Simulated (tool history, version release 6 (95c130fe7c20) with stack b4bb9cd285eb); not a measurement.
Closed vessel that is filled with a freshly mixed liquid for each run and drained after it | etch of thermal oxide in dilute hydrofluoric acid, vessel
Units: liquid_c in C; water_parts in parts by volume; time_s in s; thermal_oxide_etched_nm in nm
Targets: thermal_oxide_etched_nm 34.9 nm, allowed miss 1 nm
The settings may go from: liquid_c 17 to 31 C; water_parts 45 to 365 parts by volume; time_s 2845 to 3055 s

{"run": 1, "hour": 0.0, "liquid_c": 23, "water_parts": 205, "time_s": 2845, "thermal_oxide_etched_nm": 62.183}
{"run": 2, "hour": 2.8, "liquid_c": 21, "water_parts": 225, "time_s": 2845, "thermal_oxide_etched_nm": 51.525}
{"run": 3, "hour": 9.4, "liquid_c": 20, "water_parts": 240, "time_s": 2845, "thermal_oxide_etched_nm": 45.311}
{"run": 4, "hour": 13.8, "liquid_c": 20, "water_parts": 240, "time_s": 3055, "thermal_oxide_etched_nm": 49.062}
{"run": 5, "hour": 20.8, "liquid_c": 19, "water_parts": 255, "time_s": 3055, "thermal_oxide_etched_nm": 44.02}
{"run": 6, "hour": 23.5, "liquid_c": 19, "water_parts": 205, "time_s": 3055, "thermal_oxide_etched_nm": 57.194}
{"run": 7, "hour": 31.1, "liquid_c": 19, "water_parts": 205, "time_s": 3055, "thermal_oxide_etched_nm": 57.109}
{"run": 8, "hour": 36.3, "liquid_c": 18.5, "water_parts": 230, "time_s": 3050, "thermal_oxide_etched_nm": 49.067}
{"run": 9, "hour": 38.4, "liquid_c": 18, "water_parts": 245, "time_s": 3050, "thermal_oxide_etched_nm": 44.057}
{"run": 10, "hour": 46.1, "liquid_c": 17.5, "water_parts": 255, "time_s": 3050, "thermal_oxide_etched_nm": 40.896}
{"run": 11, "hour": 54.3, "liquid_c": 17.5, "water_parts": 265, "time_s": 3050, "thermal_oxide_etched_nm": 39.669}
{"run": 12, "hour": 58.5, "liquid_c": 17.5, "water_parts": 270, "time_s": 3050, "thermal_oxide_etched_nm": 38.752}
{"run": 13, "hour": 68.1, "liquid_c": 17.5, "water_parts": 275, "time_s": 3050, "thermal_oxide_etched_nm": 37.597}
{"run": 14, "hour": 73.2, "liquid_c": 17.5, "water_parts": 280, "time_s": 3050, "thermal_oxide_etched_nm": 36.831}

5 next moves are on the table. One of them brings every result within its allowed miss. Which?
{"run": "A", "hour": 78.3, "liquid_c": 17, "water_parts": 285, "time_s": 2845, "thermal_oxide_etched_nm": "?"}
{"run": "B", "hour": 78.3, "liquid_c": 18.5, "water_parts": 295, "time_s": 2845, "thermal_oxide_etched_nm": "?"}
{"run": "C", "hour": 78.3, "liquid_c": 17.5, "water_parts": 300, "time_s": 2945, "thermal_oxide_etched_nm": "?"}
{"run": "D", "hour": 78.3, "liquid_c": 17, "water_parts": 295, "time_s": 3000, "thermal_oxide_etched_nm": "?"}
{"run": "E", "hour": 78.3, "liquid_c": 17.5, "water_parts": 290, "time_s": 3010, "thermal_oxide_etched_nm": "?"}

move=A thermal_oxide_etched_nm=32.863
move=B thermal_oxide_etched_nm=33.31
move=C thermal_oxide_etched_nm=32.52
move=D thermal_oxide_etched_nm=33.198
move=E thermal_oxide_etched_nm=34.677
A: takes the result that was furthest off past its target
B: takes the result that was furthest off past its target
C: takes the result that was furthest off past its target
D: takes the result that was furthest off past its target
E: meets every target
The right move is E.
